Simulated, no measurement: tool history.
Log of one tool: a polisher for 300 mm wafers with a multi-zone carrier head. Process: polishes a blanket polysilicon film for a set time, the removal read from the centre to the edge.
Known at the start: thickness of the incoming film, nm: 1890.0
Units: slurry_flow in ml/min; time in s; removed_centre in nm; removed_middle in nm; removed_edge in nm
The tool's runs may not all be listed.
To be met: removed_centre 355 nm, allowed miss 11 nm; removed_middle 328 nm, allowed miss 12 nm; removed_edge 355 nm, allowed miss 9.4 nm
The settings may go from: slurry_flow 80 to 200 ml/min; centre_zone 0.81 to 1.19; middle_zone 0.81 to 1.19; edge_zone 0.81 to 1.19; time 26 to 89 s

run	day	slurry_flow	centre_zone	middle_zone	edge_zone	time	removed_centre	removed_middle	removed_edge
1	0	130	1	1	1	57	392.85	385.87	393.07
2	0.142	125	1	0.99	0.99	57	387.54	364.48	383.33
3	0.479	120	1	0.99	0.99	57	384.36	368.82	388.46
4	0.65	120	1	0.99	0.98	57	391.85	367.2	383.78
5	0.804	120	1	0.93	0.98	57	379.42	349.61	388.56
6	1.129	115	1	0.93	0.97	57	381.75	352.03	377.78
7	1.283	85	0.97	0.89	0.96	56	318.96	299.22	349
8	1.55	90	0.97	0.89	0.96	56	326.52	306.41	347.91

5 next moves are on the table. One of them brings every result within its allowed miss. Which?
A	1.817	95	0.9	0.92	0.94	56	?	?	?
B	1.817	90	0.84	0.96	0.99	58	?	?	?
C	1.817	95	1.08	0.92	0.91	53	?	?	?
D	1.817	140	0.99	0.93	0.98	51	?	?	?
E	1.817	115	0.94	0.87	0.88	53	?	?	?

move	removed_centre	removed_middle	removed_edge
A	312.64	319.95	353.26
B	295.39	336.89	370.05
C	355.57	302.53	329.34
D	354.72	327.23	353.31
E	330.88	306.65	337.79
A: further off than the last run
B: further off than the last run
C: brings the result that was furthest off to its target, and leaves another outside
D: meets every target
E: nearer than the last run, and not there yet
The right move is D.
